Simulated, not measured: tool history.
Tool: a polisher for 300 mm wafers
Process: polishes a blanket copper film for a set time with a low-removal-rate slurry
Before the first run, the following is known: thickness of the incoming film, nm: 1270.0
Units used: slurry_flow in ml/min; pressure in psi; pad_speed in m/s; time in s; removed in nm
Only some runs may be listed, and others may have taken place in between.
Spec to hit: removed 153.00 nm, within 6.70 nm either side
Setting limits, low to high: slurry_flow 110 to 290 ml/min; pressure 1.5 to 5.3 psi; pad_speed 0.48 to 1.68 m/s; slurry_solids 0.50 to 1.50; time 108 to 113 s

run	hour	slurry_flow	pressure	pad_speed	slurry_solids	time	removed
1	0.0	185	3.4	1.08	1.00	108	337.87
2	4.1	185	3.4	1.08	1.00	113	350.06
3	8.5	185	3.1	1.04	1.00	113	309.99
4	17.0	185	3.1	1.04	1.20	113	325.94
5	25.6	185	2.8	1.00	1.20	113	288.39
6	30.9	185	2.8	1.00	1.30	113	298.82
7	32.3	185	2.6	0.94	1.30	113	266.30
8	41.1	185	2.4	0.90	1.30	113	244.03
9	42.9	185	2.2	0.86	1.30	113	219.01

Exactly one of the 4 candidate moves below puts every result within its allowed miss. Which one?
A	44.7	180	1.8	0.70	1.30	108	?
B	44.7	280	2.3	0.70	1.05	108	?
C	44.7	170	2.0	0.76	1.15	108	?
D	44.7	200	2.0	0.72	1.30	108	?

move	removed
A	155.42
B	182.51
C	172.55
D	172.11
A: all results land within tolerance of their targets
B: gains on the last run, yet a result remains outside its allowed miss
C: gains on the last run, yet a result remains outside its allowed miss
D: gains on the last run, yet a result remains outside its allowed miss
The move that meets every target is A.

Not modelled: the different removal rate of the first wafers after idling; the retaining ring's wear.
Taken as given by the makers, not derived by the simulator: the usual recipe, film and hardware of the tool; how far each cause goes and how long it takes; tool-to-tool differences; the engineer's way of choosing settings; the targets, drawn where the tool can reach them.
